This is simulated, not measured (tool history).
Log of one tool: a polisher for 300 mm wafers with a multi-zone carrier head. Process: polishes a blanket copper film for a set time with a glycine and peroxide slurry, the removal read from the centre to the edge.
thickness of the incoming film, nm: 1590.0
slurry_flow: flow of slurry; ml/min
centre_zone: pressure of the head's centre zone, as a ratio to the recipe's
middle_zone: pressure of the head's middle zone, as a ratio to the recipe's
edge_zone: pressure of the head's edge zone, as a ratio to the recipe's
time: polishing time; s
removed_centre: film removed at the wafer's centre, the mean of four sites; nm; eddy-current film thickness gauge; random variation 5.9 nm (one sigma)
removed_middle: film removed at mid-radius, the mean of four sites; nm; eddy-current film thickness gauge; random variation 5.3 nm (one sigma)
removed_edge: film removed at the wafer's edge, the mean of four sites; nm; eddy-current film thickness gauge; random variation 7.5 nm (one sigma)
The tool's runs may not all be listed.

run,hour,slurry_flow,centre_zone,middle_zone,edge_zone,time,removed_centre,removed_middle,removed_edge
1,0.0,245,1.00,1.00,1.00,70,432.74,435.79,441.75
2,8.5,245,1.00,1.00,1.04,70,429.42,431.55,454.35
3,16.8,250,1.00,1.02,1.05,72,444.38,455.99,453.09
4,22.9,245,0.99,1.02,1.05,75,461.67,471.67,495.26
5,26.0,195,0.99,1.02,1.05,75,449.86,463.11,463.96
6,26.7,195,0.99,1.02,1.11,75,451.81,458.24,479.68
7,28.7,205,0.99,1.04,1.12,76,458.48,473.42,496.85

Run 8 comes next. What will it give?
8,34.5,215,0.99,1.06,1.13,77,?,?,?

{"run 8": {"removed_centre": 463.61, "removed_middle": 490.82, "removed_edge": 510.15}}

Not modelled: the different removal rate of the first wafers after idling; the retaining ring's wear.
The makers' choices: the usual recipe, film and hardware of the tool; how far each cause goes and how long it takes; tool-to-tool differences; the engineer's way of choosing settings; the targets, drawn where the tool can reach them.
